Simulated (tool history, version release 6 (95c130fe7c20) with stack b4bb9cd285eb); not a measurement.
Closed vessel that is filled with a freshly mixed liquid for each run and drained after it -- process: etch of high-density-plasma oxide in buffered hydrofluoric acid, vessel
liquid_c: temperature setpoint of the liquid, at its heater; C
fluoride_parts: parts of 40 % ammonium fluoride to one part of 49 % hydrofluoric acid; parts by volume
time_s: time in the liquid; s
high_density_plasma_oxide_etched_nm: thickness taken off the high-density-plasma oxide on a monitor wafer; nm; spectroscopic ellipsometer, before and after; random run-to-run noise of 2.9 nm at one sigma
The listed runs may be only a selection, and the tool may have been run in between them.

run  hour  liquid_c  fluoride_parts  time_s  high_density_plasma_oxide_etched_nm
  1     0        25             7.5      90                               155.26
  2   6.4        27             6.5      90                               201.43
  3  10.8        27             8.5      90                               150.44
  4  18.1      25.5             8.5      90                               140.06
  5  19.6      25.5              10      90                               123.02
  6  28.9        28              10      90                               141.57

Run 7 has not been measured yet. What should we expect?
  7  37.5      29.5             8.5      90                                    ?

{"run 7": {"high_density_plasma_oxide_etched_nm": 175.15}}
